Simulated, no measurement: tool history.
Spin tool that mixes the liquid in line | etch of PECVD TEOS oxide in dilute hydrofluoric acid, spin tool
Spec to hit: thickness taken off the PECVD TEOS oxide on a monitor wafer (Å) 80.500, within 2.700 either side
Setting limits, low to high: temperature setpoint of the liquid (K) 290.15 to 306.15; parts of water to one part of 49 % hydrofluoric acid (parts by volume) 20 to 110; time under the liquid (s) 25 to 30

run    day  temperature setpoint of the liquid (K)  parts of water to one part of 49 % hydrofluoric acid (parts by volume)  time under the liquid (s)  thickness taken off the PECVD TEOS oxide on a monitor wafer (Å)
  1  0.000                                  298.15                                                                      60                         30                                                           44.374
  2  0.271                                  300.15                                                                      55                         30                                                           53.816
  3  0.442                                  298.15                                                                      55                         30                                                           49.245
  4  0.488                                  301.65                                                                      55                         30                                                           55.862
  5  0.783                                  301.65                                                                      55                         25                                                           46.245
  6  1.042                                  301.65                                                                      40                         25                                                           65.224
  7  1.262                                  302.65                                                                      40                         25                                                           68.804
  8  1.612                                  303.65                                                                      40                         25                                                           72.129
  9  1.971                                  304.15                                                                      40                         25                                                           72.908

Exercise: of the 5 proposed moves below, exactly one satisfies all targets within the stated allowed misses. Which move is it?
  A  2.329                                  305.15                                                                      35                         25                                                                ?
  B  2.329                                  305.65                                                                      35                         25                                                                ?
  C  2.329                                  304.65                                                                      40                         25                                                                ?
  D  2.329                                  303.15                                                                      35                         25                                                                ?
  E  2.329                                  304.65                                                                      35                         25                                                                ?

move  thickness taken off the PECVD TEOS oxide on a monitor wafer (Å)
   A                                                           87.697
   B                                                           89.430
   C                                                           74.632
   D                                                           81.032
   E                                                           85.990
A: the result that was furthest off in the last run now lies on the other side of its target
B: the result that was furthest off in the last run now lies on the other side of its target
C: closes in on the targets versus the last run, not all within tolerance yet
D: all results in spec
E: the result that was furthest off in the last run now lies on the other side of its target
Move D is the one to make.
